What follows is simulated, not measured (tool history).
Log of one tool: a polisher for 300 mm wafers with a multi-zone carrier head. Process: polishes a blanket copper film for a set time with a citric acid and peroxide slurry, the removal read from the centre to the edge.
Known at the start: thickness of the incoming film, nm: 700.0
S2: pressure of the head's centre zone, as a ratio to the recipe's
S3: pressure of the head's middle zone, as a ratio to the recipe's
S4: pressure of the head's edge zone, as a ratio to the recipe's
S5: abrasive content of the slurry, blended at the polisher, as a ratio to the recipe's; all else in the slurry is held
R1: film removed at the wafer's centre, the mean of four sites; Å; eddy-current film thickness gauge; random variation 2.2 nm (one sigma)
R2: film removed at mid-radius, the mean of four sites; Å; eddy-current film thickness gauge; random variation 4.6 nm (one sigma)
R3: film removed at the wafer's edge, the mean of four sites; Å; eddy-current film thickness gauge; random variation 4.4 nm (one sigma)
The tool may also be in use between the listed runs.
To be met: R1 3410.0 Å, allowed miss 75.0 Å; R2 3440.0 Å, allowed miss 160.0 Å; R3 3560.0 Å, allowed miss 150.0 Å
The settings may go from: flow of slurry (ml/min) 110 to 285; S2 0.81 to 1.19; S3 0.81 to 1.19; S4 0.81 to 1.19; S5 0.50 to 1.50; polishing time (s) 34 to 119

run 1 day=0.000 | flow_of_slurry_(ml/min)=180 S2=1.00 S3=1.00 S4=1.00 S5=1.00 polishing_time_(s)=76 | R1=2837.0 R2=2834.0 R3=2927.7
run 2 day=0.325 | flow_of_slurry_(ml/min)=195 S2=1.01 S3=1.02 S4=1.04 S5=1.05 polishing_time_(s)=76 | R1=2956.7 R2=2887.9 R3=2958.6
run 3 day=0.467 | flow_of_slurry_(ml/min)=195 S2=1.01 S3=1.02 S4=0.98 S5=1.05 polishing_time_(s)=76 | R1=2956.4 R2=2931.6 R3=2898.7
run 4 day=0.642 | flow_of_slurry_(ml/min)=190 S2=1.00 S3=1.02 S4=1.01 S5=1.15 polishing_time_(s)=78 | R1=3044.1 R2=3026.6 R3=3057.6
run 5 day=0.796 | flow_of_slurry_(ml/min)=190 S2=1.00 S3=1.02 S4=1.01 S5=1.25 polishing_time_(s)=78 | R1=3077.4 R2=3096.2 R3=3092.4
run 6 day=1.088 | flow_of_slurry_(ml/min)=195 S2=0.99 S3=1.02 S4=1.04 S5=1.30 polishing_time_(s)=79 | R1=3093.4 R2=3060.2 R3=3250.5
run 7 day=1.154 | flow_of_slurry_(ml/min)=205 S2=0.99 S3=1.04 S4=1.05 S5=1.35 polishing_time_(s)=79 | R1=3128.2 R2=3223.2 R3=3246.7
run 8 day=1.392 | flow_of_slurry_(ml/min)=210 S2=0.99 S3=1.04 S4=1.07 S5=1.40 polishing_time_(s)=80 | R1=3223.2 R2=3282.5 R3=3416.7
run 9 day=1.442 | flow_of_slurry_(ml/min)=220 S2=0.99 S3=1.04 S4=1.07 S5=1.40 polishing_time_(s)=80 | R1=3244.4 R2=3275.9 R3=3326.4
run 10 day=1.579 | flow_of_slurry_(ml/min)=220 S2=0.99 S3=1.05 S4=1.08 S5=1.40 polishing_time_(s)=80 | R1=3246.1 R2=3322.9 R3=3423.0

Which of these 5 next moves meets every target?
run A day=1.717 | flow_of_slurry_(ml/min)=170 S2=0.99 S3=1.11 S4=1.00 S5=1.50 polishing_time_(s)=89 | R1=? R2=? R3=?
run B day=1.717 | flow_of_slurry_(ml/min)=240 S2=1.09 S3=0.96 S4=1.13 S5=1.35 polishing_time_(s)=78 | R1=? R2=? R3=?
run C day=1.717 | flow_of_slurry_(ml/min)=195 S2=0.93 S3=1.10 S4=1.04 S5=1.50 polishing_time_(s)=83 | R1=? R2=? R3=?
run D day=1.717 | flow_of_slurry_(ml/min)=265 S2=0.97 S3=0.99 S4=1.06 S5=1.45 polishing_time_(s)=85 | R1=? R2=? R3=?
run E day=1.717 | flow_of_slurry_(ml/min)=230 S2=0.99 S3=1.08 S4=1.13 S5=1.45 polishing_time_(s)=90 | R1=? R2=? R3=?

move=A R1=3541.8 R2=3838.8 R3=3602.4
move=B R1=3477.5 R2=3013.2 R3=3378.6
move=C R1=3149.2 R2=3602.2 R3=3459.5
move=D R1=3449.8 R2=3448.3 R3=3635.8
move=E R1=3677.7 R2=3879.7 R3=3933.0
A: takes the result that was furthest off past its target
B: brings the result that was furthest off to its target, and leaves another outside
C: further off than the last run
D: meets every target
E: takes the result that was furthest off past its target
Answer: D

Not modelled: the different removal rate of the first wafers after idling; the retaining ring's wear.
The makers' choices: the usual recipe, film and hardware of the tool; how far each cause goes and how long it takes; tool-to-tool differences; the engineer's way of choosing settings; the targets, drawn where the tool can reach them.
